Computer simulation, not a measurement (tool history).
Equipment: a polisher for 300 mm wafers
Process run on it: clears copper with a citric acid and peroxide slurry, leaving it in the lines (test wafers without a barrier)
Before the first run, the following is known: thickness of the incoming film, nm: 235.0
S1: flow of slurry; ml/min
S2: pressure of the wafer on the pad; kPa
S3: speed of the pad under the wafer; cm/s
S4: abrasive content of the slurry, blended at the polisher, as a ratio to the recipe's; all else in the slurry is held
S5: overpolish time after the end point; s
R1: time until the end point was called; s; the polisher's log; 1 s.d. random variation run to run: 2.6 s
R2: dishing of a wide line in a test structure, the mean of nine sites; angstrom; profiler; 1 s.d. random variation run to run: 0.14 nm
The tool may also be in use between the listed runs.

run	hour	S1	S2	S3	S4	S5	R1	R2
1	0.0	180	19.3	114	1.00	28	108.690	422.37
2	6.6	180	22.1	114	1.00	28	95.696	471.10
3	14.1	180	22.1	114	1.00	16	96.035	289.32
4	18.7	180	19.3	114	1.00	16	111.550	258.54
5	23.1	180	19.3	114	1.00	9	109.010	149.57
6	27.1	180	19.3	90	1.00	9	138.720	119.61
7	30.0	190	19.3	90	1.05	9	136.280	122.65
8	32.1	205	18.6	90	1.10	9	137.570	119.87
9	38.8	215	18.6	90	1.15	9	130.340	123.07
10	42.4	220	18.6	90	1.20	9	135.670	124.76
11	50.8	230	18.6	90	1.15	9	131.340	123.01
12	57.3	235	18.6	90	1.15	9	132.250	122.83
13	66.0	245	18.6	90	1.15	9	135.400	123.56
14	69.7	240	17.9	90	1.20	9	138.570	120.91

Predict the results of run 15:
15	77.7	245	18.6	88	1.20	9	?	?

Run 15 produced R1 135.780 s, R2 122.31 angstrom.

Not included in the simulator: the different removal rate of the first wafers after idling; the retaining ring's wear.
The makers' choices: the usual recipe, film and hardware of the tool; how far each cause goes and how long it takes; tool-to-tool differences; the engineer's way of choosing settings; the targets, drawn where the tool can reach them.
